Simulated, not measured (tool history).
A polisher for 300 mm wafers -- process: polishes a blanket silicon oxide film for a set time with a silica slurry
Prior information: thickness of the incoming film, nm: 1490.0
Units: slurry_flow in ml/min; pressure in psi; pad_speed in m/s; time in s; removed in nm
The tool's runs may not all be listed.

| run | hour | slurry_flow | pressure | pad_speed | slurry_solids | time | removed |
|---|---|---|---|---|---|---|---|
| 1 | 0 | 230 | 4 | 1.54 | 1 | 79 | 262.61 |
| 2 | 3.2 | 175 | 4 | 1.54 | 1 | 79 | 248.78 |
| 3 | 10.8 | 170 | 3.8 | 1.54 | 1 | 79 | 235.85 |
| 4 | 16.3 | 165 | 3.6 | 1.54 | 1 | 79 | 223.19 |
| 5 | 19.6 | 165 | 3.5 | 1.54 | 1 | 79 | 217.73 |
| 6 | 26.8 | 165 | 3.5 | 1.54 | 1 | 83 | 228.82 |
| 7 | 33.5 | 160 | 2.6 | 1.52 | 1 | 83 | 169.12 |
| 8 | 37.3 | 170 | 2.7 | 1.52 | 1 | 83 | 175.41 |
| 9 | 37.8 | 170 | 2.7 | 1.52 | 1 | 83 | 178.54 |
| 10 | 39.4 | 170 | 2.7 | 1.52 | 1 | 83 | 180.45 |
| 11 | 46.5 | 175 | 2.7 | 1.52 | 1 | 83 | 178.55 |
| 12 | 52.7 | 180 | 2.7 | 1.52 | 1 | 83 | 181.28 |
| 13 | 57.7 | 185 | 2.7 | 1.52 | 1 | 83 | 181.86 |

Run 14 has not been measured yet. What should we expect?
| 14 | 64 | 190 | 2.7 | 1.52 | 1 | 83 | ? |

{"run 14": {"removed": 181.47}}
